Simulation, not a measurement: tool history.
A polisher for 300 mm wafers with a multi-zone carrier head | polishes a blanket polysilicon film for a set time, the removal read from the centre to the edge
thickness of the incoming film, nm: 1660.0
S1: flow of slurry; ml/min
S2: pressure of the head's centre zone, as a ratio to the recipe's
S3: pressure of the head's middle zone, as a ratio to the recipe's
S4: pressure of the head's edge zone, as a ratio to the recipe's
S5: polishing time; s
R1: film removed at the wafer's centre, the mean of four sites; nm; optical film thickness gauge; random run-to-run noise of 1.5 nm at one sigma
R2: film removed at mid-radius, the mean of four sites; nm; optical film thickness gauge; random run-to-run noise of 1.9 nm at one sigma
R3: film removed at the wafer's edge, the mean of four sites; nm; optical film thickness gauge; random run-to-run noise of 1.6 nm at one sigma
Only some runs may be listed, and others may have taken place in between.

run 1 hour=0.0 | S1=275 S2=1.00 S3=1.00 S4=1.00 S5=43 | R1=251.92 R2=236.72 R3=249.21
run 2 hour=3.2 | S1=275 S2=1.00 S3=0.98 S4=0.97 S5=38 | R1=224.12 R2=205.58 R3=217.99
run 3 hour=10.8 | S1=275 S2=1.00 S3=0.97 S4=0.95 S5=34 | R1=199.55 R2=188.01 R3=188.23
run 4 hour=15.1 | S1=240 S2=1.00 S3=0.97 S4=0.95 S5=34 | R1=194.76 R2=180.14 R3=190.15
run 5 hour=16.0 | S1=240 S2=1.00 S3=0.94 S4=0.93 S5=32 | R1=185.07 R2=168.62 R3=178.03
run 6 hour=17.3 | S1=305 S2=1.00 S3=0.94 S4=0.93 S5=32 | R1=192.37 R2=172.10 R3=181.92
run 7 hour=18.4 | S1=300 S2=0.99 S3=0.92 S4=0.91 S5=30 | R1=176.33 R2=160.01 R3=164.30

For run 8, what comes out?
run 8 hour=26.5 | S1=295 S2=0.98 S3=0.89 S4=0.90 S5=30 | R1=? R2=? R3=?

Run 8 produced R1 175.24 nm, R2 158.33 nm, R3 164.95 nm.
